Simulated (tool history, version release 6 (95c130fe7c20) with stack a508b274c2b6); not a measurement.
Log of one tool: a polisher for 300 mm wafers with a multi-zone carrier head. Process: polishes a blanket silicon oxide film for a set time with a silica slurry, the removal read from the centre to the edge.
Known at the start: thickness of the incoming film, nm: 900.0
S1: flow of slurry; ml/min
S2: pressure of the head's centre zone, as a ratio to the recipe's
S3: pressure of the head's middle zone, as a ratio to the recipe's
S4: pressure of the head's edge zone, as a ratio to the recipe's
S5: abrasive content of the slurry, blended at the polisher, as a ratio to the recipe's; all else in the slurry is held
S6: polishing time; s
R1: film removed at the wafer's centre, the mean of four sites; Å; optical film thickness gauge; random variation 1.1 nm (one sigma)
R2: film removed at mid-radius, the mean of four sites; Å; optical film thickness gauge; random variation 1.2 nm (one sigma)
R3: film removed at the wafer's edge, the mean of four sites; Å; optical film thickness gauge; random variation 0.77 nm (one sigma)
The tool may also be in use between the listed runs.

Run 1, hour 0.0: S1 125 ml/min, S2 1.00, S3 1.00, S4 1.00, S5 1.00, S6 31 s. Result: R1 986.62 Å, R2 1013.90 Å, R3 951.94 Å.
Run 2, hour 4.3: S1 125 ml/min, S2 1.00, S3 0.94, S4 1.00, S5 1.00, S6 31 s. Result: R1 966.41 Å, R2 936.51 Å, R3 984.15 Å.
Run 3, hour 5.0: S1 125 ml/min, S2 1.04, S3 0.94, S4 1.00, S5 1.00, S6 31 s. Result: R1 984.22 Å, R2 934.57 Å, R3 949.39 Å.
Run 4, hour 11.5: S1 125 ml/min, S2 1.04, S3 0.94, S4 1.03, S5 1.00, S6 31 s. Result: R1 1001.40 Å, R2 940.14 Å, R3 982.93 Å.
Run 5, hour 18.7: S1 125 ml/min, S2 1.04, S3 1.02, S4 1.03, S5 1.00, S6 31 s. Result: R1 1013.80 Å, R2 1005.10 Å, R3 990.87 Å.
Run 6, hour 19.5: S1 115 ml/min, S2 1.03, S3 0.98, S4 1.03, S5 0.95, S6 31 s. Result: R1 973.21 Å, R2 940.70 Å, R3 939.60 Å.
Run 7, hour 27.5: S1 110 ml/min, S2 1.00, S3 0.95, S4 1.03, S5 0.95, S6 31 s. Result: R1 949.94 Å, R2 897.45 Å, R3 956.86 Å.

The next listed run, before its measurement:
Run 8, hour 28.2: S1 105 ml/min, S2 0.98, S3 0.94, S4 1.01, S5 0.95, S6 31 s. Result: R1 ?, R2 ?, R3 ?.

Run 8 gave R1 887.23 Å, R2 875.39 Å, R3 926.98 Å.

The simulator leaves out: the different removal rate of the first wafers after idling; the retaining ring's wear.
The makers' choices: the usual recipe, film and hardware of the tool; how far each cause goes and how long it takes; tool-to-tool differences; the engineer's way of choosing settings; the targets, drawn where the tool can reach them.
